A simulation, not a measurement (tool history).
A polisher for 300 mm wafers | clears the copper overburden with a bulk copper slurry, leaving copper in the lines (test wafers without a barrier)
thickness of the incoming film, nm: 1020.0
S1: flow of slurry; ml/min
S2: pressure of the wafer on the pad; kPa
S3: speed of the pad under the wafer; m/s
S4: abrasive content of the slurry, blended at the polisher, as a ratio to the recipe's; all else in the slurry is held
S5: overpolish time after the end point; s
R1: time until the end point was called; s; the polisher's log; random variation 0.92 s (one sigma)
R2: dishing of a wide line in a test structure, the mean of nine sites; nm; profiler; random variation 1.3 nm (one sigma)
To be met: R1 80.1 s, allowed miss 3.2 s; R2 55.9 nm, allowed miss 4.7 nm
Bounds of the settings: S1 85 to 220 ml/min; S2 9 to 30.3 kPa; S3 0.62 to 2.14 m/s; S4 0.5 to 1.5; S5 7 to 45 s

Run 1, hour 0: S1 140 ml/min, S2 19.3 kPa, S3 1.38 m/s, S4 1, S5 23 s. Result: R1 82.005 s, R2 124.39 nm.
Run 2, hour 8: S1 140 ml/min, S2 22.1 kPa, S3 1.38 m/s, S4 1, S5 23 s. Result: R1 72.352 s, R2 136.05 nm.
Run 3, hour 14.8: S1 140 ml/min, S2 22.1 kPa, S3 1.38 m/s, S4 1, S5 31 s. Result: R1 72.688 s, R2 159.07 nm.
Run 4, hour 16.5: S1 140 ml/min, S2 22.1 kPa, S3 1.62 m/s, S4 1, S5 31 s. Result: R1 64.849 s, R2 160.57 nm.
Run 5, hour 19.1: S1 145 ml/min, S2 19.3 kPa, S3 1.72 m/s, S4 1.05, S5 27 s. Result: R1 70.035 s, R2 143.37 nm.
Run 6, hour 21: S1 135 ml/min, S2 17.9 kPa, S3 1.8 m/s, S4 0.95, S5 23 s. Result: R1 75.187 s, R2 133.23 nm.
Run 7, hour 29.5: S1 150 ml/min, S2 16.5 kPa, S3 1.84 m/s, S4 1.05, S5 20 s. Result: R1 74.708 s, R2 119.24 nm.
Run 8, hour 31.8: S1 165 ml/min, S2 15.2 kPa, S3 1.86 m/s, S4 1.15, S5 18 s. Result: R1 79.197 s, R2 107.52 nm.
Run 9, hour 37.4: S1 175 ml/min, S2 14.5 kPa, S3 1.92 m/s, S4 1.2, S5 16 s. Result: R1 79.833 s, R2 100.6 nm.
Run 10, hour 45.1: S1 185 ml/min, S2 13.8 kPa, S3 1.96 m/s, S4 1.25, S5 14 s. Result: R1 80.28 s, R2 89.822 nm.
Run 11, hour 52.6: S1 190 ml/min, S2 13.1 kPa, S3 2 m/s, S4 1.3, S5 13 s. Result: R1 82.457 s, R2 83.46 nm.
Run 12, hour 54.6: S1 220 ml/min, S2 11 kPa, S3 2.14 m/s, S4 1.5, S5 7 s. Result: R1 87.804 s, R2 50.883 nm.

4 next moves are on the table. One of them brings every result within its allowed miss. Which?
Run A, hour 56.6: S1 220 ml/min, S2 11 kPa, S3 2.14 m/s, S4 1.4, S5 7 s. Result: R1 ?, R2 ?.
Run B, hour 56.6: S1 215 ml/min, S2 13.1 kPa, S3 1.74 m/s, S4 1.45, S5 10 s. Result: R1 ?, R2 ?.
Run C, hour 56.6: S1 220 ml/min, S2 12.4 kPa, S3 2.14 m/s, S4 1.5, S5 7 s. Result: R1 ?, R2 ?.
Run D, hour 56.6: S1 215 ml/min, S2 12.4 kPa, S3 1.88 m/s, S4 1.5, S5 10 s. Result: R1 ?, R2 ?.

move      R1      R2
   A  89.177   47.54
   B  88.869  63.748
   C  79.185  52.801
   D  87.584  63.994
A: further off than the last run
B: further off than the last run
C: meets every target
D: as far off as the last run
The right move is C.

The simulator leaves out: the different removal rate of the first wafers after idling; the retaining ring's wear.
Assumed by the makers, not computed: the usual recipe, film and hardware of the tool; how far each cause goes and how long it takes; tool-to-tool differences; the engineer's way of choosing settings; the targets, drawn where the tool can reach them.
